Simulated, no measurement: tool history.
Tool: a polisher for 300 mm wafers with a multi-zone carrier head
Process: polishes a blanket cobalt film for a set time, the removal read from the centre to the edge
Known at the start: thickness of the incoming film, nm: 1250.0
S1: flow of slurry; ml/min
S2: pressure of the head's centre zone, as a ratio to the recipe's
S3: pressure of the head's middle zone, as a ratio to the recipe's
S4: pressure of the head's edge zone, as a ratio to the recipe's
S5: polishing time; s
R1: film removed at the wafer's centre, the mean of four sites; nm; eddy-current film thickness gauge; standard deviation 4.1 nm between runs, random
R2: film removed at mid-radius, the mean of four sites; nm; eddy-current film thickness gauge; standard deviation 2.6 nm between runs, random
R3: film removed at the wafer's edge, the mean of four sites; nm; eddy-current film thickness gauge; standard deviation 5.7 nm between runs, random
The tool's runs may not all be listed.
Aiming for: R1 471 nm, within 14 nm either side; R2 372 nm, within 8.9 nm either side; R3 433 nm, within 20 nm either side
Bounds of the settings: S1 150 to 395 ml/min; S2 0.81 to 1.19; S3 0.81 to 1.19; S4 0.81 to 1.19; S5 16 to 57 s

| run | day | S1 | S2 | S3 | S4 | S5 | R1 | R2 | R3 |
|---|---|---|---|---|---|---|---|---|---|
| 1 | 0 | 250 | 1 | 1 | 1 | 36 | 320.49 | 316.63 | 317.67 |
| 2 | 0.317 | 260 | 1.03 | 0.99 | 1.03 | 37 | 341.73 | 325.77 | 325.54 |
| 3 | 0.538 | 250 | 1.04 | 0.96 | 1.05 | 39 | 363.89 | 327.76 | 357.94 |
| 4 | 0.612 | 250 | 1.06 | 0.96 | 1.07 | 40 | 373.6 | 338.49 | 358.28 |
| 5 | 0.717 | 250 | 1.01 | 0.96 | 1.07 | 40 | 368.16 | 342.83 | 360.67 |
| 6 | 1.008 | 250 | 1.03 | 0.95 | 1.08 | 41 | 368.68 | 342.19 | 381.34 |
| 7 | 1.058 | 260 | 1.06 | 0.94 | 1.09 | 42 | 402.19 | 345.49 | 378.27 |
| 8 | 1.183 | 235 | 1.08 | 0.89 | 1.18 | 48 | 463.37 | 384.02 | 462.34 |
| 9 | 1.312 | 235 | 1.09 | 0.89 | 1.17 | 48 | 469.67 | 376.57 | 455.58 |
| 10 | 1.521 | 235 | 1.09 | 0.89 | 1.16 | 48 | 460.61 | 377.56 | 457.73 |
| 11 | 1.829 | 240 | 1.1 | 0.89 | 1.15 | 48 | 471.6 | 380.91 | 454.89 |
| 12 | 1.888 | 240 | 1.1 | 0.89 | 1.14 | 48 | 467.82 | 380.62 | 446.02 |

Exercise: of the 4 proposed moves below, exactly one satisfies all targets within the stated allowed misses. Which move is it?
| A | 1.946 | 280 | 1.06 | 0.89 | 1.15 | 49 | ? | ? | ? |
| B | 1.946 | 245 | 1.17 | 0.93 | 1.19 | 45 | ? | ? | ? |
| C | 1.946 | 180 | 1.06 | 0.91 | 1.1 | 49 | ? | ? | ? |
| D | 1.946 | 225 | 1.08 | 0.9 | 1.1 | 50 | ? | ? | ? |

| move | R1 | R2 | R3 |
|---|---|---|---|
| A | 464.78 | 394.6 | 455.04 |
| B | 466.28 | 371.52 | 421.93 |
| C | 446.95 | 387.87 | 433.12 |
| D | 474.31 | 399.48 | 448.1 |
A: its largest miss is bigger than the last run's
B: every result lands within tolerance
C: its largest miss is bigger than the last run's
D: its largest miss is bigger than the last run's
Move B is the one to make.
